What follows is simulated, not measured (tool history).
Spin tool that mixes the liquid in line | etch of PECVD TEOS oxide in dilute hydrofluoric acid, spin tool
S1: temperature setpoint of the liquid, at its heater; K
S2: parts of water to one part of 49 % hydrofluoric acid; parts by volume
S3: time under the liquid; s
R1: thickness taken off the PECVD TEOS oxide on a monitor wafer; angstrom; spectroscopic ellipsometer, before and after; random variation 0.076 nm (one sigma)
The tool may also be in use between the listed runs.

run,hour,S1,S2,S3,R1
1,0.0,297.15,205,70,64.592
2,3.8,298.65,185,70,77.399
3,4.9,296.65,185,70,71.281
4,5.6,298.65,170,70,85.512
5,10.5,298.65,170,75,91.819
6,14.9,295.15,170,75,80.085
7,17.8,297.15,165,75,90.673
8,25.0,301.15,145,75,122.640
# hour 26.4: thermometer replaced
9,26.4,301.65,145,75,129.770

Forecast run 10:
10,32.3,302.15,145,75,?

Run 10 gave R1 132.070 angstrom.
